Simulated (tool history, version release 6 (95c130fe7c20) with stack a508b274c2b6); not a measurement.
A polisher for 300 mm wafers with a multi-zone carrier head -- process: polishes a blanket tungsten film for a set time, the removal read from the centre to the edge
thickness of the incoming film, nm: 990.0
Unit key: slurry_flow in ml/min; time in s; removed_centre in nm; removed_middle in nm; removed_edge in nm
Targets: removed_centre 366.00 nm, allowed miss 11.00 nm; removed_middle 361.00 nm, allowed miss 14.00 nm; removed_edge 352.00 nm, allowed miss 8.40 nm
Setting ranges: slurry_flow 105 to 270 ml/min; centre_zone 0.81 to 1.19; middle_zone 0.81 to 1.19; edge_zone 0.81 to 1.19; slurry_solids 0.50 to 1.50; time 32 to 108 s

Run 1, hour 0.0: slurry_flow 175 ml/min, centre_zone 1.00, middle_zone 1.00, edge_zone 1.00, slurry_solids 1.00, time 70 s. Result: removed_centre 299.90 nm, removed_middle 301.89 nm, removed_edge 301.91 nm.
Run 2, hour 0.5: slurry_flow 185 ml/min, centre_zone 1.01, middle_zone 1.01, edge_zone 1.02, slurry_solids 1.00, time 70 s. Result: removed_centre 309.35 nm, removed_middle 305.19 nm, removed_edge 310.92 nm.
Run 3, hour 1.3: slurry_flow 185 ml/min, centre_zone 1.01, middle_zone 0.93, edge_zone 1.02, slurry_solids 1.00, time 70 s. Result: removed_centre 312.18 nm, removed_middle 291.89 nm, removed_edge 309.82 nm.
Run 4, hour 4.1: slurry_flow 185 ml/min, centre_zone 0.95, middle_zone 0.93, edge_zone 1.02, slurry_solids 1.00, time 70 s. Result: removed_centre 289.04 nm, removed_middle 290.66 nm, removed_edge 313.55 nm.
Run 5, hour 7.6: slurry_flow 195 ml/min, centre_zone 0.96, middle_zone 0.95, edge_zone 1.03, slurry_solids 1.00, time 70 s. Result: removed_centre 294.42 nm, removed_middle 301.41 nm, removed_edge 312.15 nm.
Run 6, hour 14.7: slurry_flow 200 ml/min, centre_zone 0.97, middle_zone 0.96, edge_zone 1.04, slurry_solids 1.05, time 70 s. Result: removed_centre 307.75 nm, removed_middle 305.88 nm, removed_edge 320.06 nm.
Run 7, hour 15.9: slurry_flow 205 ml/min, centre_zone 0.98, middle_zone 0.98, edge_zone 1.05, slurry_solids 1.05, time 70 s. Result: removed_centre 304.79 nm, removed_middle 310.39 nm, removed_edge 322.67 nm.
Run 8, hour 17.8: slurry_flow 210 ml/min, centre_zone 0.99, middle_zone 0.99, edge_zone 1.05, slurry_solids 1.10, time 70 s. Result: removed_centre 319.88 nm, removed_middle 323.76 nm, removed_edge 323.45 nm.
Run 9, hour 25.8: slurry_flow 215 ml/min, centre_zone 1.00, middle_zone 0.99, edge_zone 1.06, slurry_solids 1.10, time 70 s. Result: removed_centre 315.75 nm, removed_middle 322.66 nm, removed_edge 329.86 nm.
Run 10, hour 30.0: slurry_flow 220 ml/min, centre_zone 1.01, middle_zone 1.00, edge_zone 1.06, slurry_solids 1.10, time 70 s. Result: removed_centre 320.52 nm, removed_middle 325.67 nm, removed_edge 328.00 nm.
Run 11, hour 37.0: slurry_flow 225 ml/min, centre_zone 1.02, middle_zone 1.01, edge_zone 1.07, slurry_solids 1.10, time 70 s. Result: removed_centre 332.73 nm, removed_middle 331.29 nm, removed_edge 328.98 nm.
Run 12, hour 39.5: slurry_flow 230 ml/min, centre_zone 1.02, middle_zone 1.01, edge_zone 1.08, slurry_solids 1.10, time 70 s. Result: removed_centre 325.21 nm, removed_middle 319.92 nm, removed_edge 335.12 nm.
Run 13, hour 43.7: slurry_flow 230 ml/min, centre_zone 1.03, middle_zone 1.02, edge_zone 1.08, slurry_solids 1.10, time 70 s. Result: removed_centre 329.37 nm, removed_middle 333.60 nm, removed_edge 332.54 nm.
Run 14, hour 52.1: slurry_flow 235 ml/min, centre_zone 1.04, middle_zone 1.02, edge_zone 1.09, slurry_solids 1.10, time 70 s. Result: removed_centre 338.93 nm, removed_middle 335.22 nm, removed_edge 337.20 nm.
Run 15, hour 57.5: slurry_flow 240 ml/min, centre_zone 1.05, middle_zone 1.03, edge_zone 1.09, slurry_solids 1.10, time 70 s. Result: removed_centre 339.00 nm, removed_middle 332.18 nm, removed_edge 334.00 nm.
Run 16, hour 63.7: slurry_flow 240 ml/min, centre_zone 1.06, middle_zone 1.04, edge_zone 1.10, slurry_solids 1.10, time 70 s. Result: removed_centre 347.37 nm, removed_middle 335.69 nm, removed_edge 334.54 nm.

Consider the 5 candidate settings below. Which is the only one whose results all fall within their allowed miss of target?
Run A, hour 69.9: slurry_flow 250 ml/min, centre_zone 0.89, middle_zone 0.99, edge_zone 1.04, slurry_solids 1.00, time 79 s. Result: removed_centre ?, removed_middle ?, removed_edge ?.
Run B, hour 69.9: slurry_flow 250 ml/min, centre_zone 1.08, middle_zone 1.07, edge_zone 1.10, slurry_solids 1.15, time 69 s. Result: removed_centre ?, removed_middle ?, removed_edge ?.
Run C, hour 69.9: slurry_flow 255 ml/min, centre_zone 1.07, middle_zone 1.07, edge_zone 1.11, slurry_solids 1.10, time 73 s. Result: removed_centre ?, removed_middle ?, removed_edge ?.
Run D, hour 69.9: slurry_flow 210 ml/min, centre_zone 1.12, middle_zone 0.97, edge_zone 1.18, slurry_solids 0.95, time 76 s. Result: removed_centre ?, removed_middle ?, removed_edge ?.
Run E, hour 69.9: slurry_flow 240 ml/min, centre_zone 1.10, middle_zone 1.15, edge_zone 1.06, slurry_solids 1.25, time 68 s. Result: removed_centre ?, removed_middle ?, removed_edge ?.

move  removed_centre  removed_middle  removed_edge
   A          325.59          364.03        366.27
   B          356.91          350.14        339.20
   C          371.29          367.59        357.52
   D          380.35          332.05        365.07
   E          363.40          372.28        332.84
A: moves the result that the last run missed by most past its target, out the other side
B: nearer the targets than the last run, but a result is still out of spec
C: in spec on every target
D: moves the result that the last run missed by most past its target, out the other side
E: the biggest miss grows against the last run
So the answer is move C, the one that meets all the targets.
